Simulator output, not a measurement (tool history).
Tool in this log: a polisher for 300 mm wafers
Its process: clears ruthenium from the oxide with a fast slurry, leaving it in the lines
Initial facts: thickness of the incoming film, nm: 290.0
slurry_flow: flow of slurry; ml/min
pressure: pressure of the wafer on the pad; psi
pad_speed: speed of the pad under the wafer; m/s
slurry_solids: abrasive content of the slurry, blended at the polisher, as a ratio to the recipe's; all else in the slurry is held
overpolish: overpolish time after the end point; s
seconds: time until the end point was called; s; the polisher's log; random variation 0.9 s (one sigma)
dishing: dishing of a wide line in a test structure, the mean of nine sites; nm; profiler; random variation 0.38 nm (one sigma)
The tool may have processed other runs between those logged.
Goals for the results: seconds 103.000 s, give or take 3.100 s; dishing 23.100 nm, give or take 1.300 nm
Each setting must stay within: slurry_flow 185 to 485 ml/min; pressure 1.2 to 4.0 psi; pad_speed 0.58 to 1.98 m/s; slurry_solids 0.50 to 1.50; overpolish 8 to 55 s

{"run": 1, "day": 0.0, "slurry_flow": 310, "pressure": 2.6, "pad_speed": 1.28, "slurry_solids": 1.0, "overpolish": 28, "seconds": 60.293, "dishing": 96.107}
{"run": 2, "day": 0.304, "slurry_flow": 310, "pressure": 2.6, "pad_speed": 1.28, "slurry_solids": 1.0, "overpolish": 36, "seconds": 60.226, "dishing": 119.16}
{"run": 3, "day": 0.354, "slurry_flow": 365, "pressure": 2.6, "pad_speed": 1.28, "slurry_solids": 1.0, "overpolish": 36, "seconds": 59.779, "dishing": 115.56}
{"run": 4, "day": 0.529, "slurry_flow": 365, "pressure": 2.6, "pad_speed": 1.28, "slurry_solids": 1.15, "overpolish": 36, "seconds": 55.809, "dishing": 122.37}
{"run": 5, "day": 0.646, "slurry_flow": 365, "pressure": 3.0, "pad_speed": 1.28, "slurry_solids": 1.15, "overpolish": 36, "seconds": 48.471, "dishing": 132.05}
{"run": 6, "day": 0.921, "slurry_flow": 395, "pressure": 2.9, "pad_speed": 1.1, "slurry_solids": 1.05, "overpolish": 28, "seconds": 59.197, "dishing": 96.77}
{"run": 7, "day": 1.221, "slurry_flow": 305, "pressure": 2.2, "pad_speed": 0.92, "slurry_solids": 1.3, "overpolish": 14, "seconds": 83.025, "dishing": 41.188}
{"run": 8, "day": 1.504, "slurry_flow": 275, "pressure": 2.0, "pad_speed": 0.9, "slurry_solids": 1.35, "overpolish": 12, "seconds": 92.428, "dishing": 34.276}
{"run": 9, "day": 1.592, "slurry_flow": 250, "pressure": 1.9, "pad_speed": 0.9, "slurry_solids": 1.4, "overpolish": 11, "seconds": 97.547, "dishing": 29.153}
{"run": 10, "day": 1.825, "slurry_flow": 235, "pressure": 1.9, "pad_speed": 0.9, "slurry_solids": 1.4, "overpolish": 10, "seconds": 97.26, "dishing": 26.815}

Of the 4 settings listed for the next run, only one would bring every result within its allowed miss of target. Which one?
{"run": "A", "day": 2.058, "slurry_flow": 245, "pressure": 2.0, "pad_speed": 0.96, "slurry_solids": 1.45, "overpolish": 8, "seconds": "?", "dishing": "?"}
{"run": "B", "day": 2.058, "slurry_flow": 195, "pressure": 2.2, "pad_speed": 0.78, "slurry_solids": 1.45, "overpolish": 8, "seconds": "?", "dishing": "?"}
{"run": "C", "day": 2.058, "slurry_flow": 250, "pressure": 2.1, "pad_speed": 0.82, "slurry_solids": 1.4, "overpolish": 8, "seconds": "?", "dishing": "?"}
{"run": "D", "day": 2.058, "slurry_flow": 250, "pressure": 2.3, "pad_speed": 0.64, "slurry_solids": 1.45, "overpolish": 9, "seconds": "?", "dishing": "?"}

move=A seconds=86.177 dishing=24.263
move=B seconds=94.405 dishing=22.270
move=C seconds=94.603 dishing=22.227
move=D seconds=103.930 dishing=22.730
A: brings the last run's worst result on target, with another outside its allowed miss
B: brings the last run's worst result on target, with another outside its allowed miss
C: brings the last run's worst result on target, with another outside its allowed miss
D: all results in spec
D is the move that brings every result within its allowed miss.

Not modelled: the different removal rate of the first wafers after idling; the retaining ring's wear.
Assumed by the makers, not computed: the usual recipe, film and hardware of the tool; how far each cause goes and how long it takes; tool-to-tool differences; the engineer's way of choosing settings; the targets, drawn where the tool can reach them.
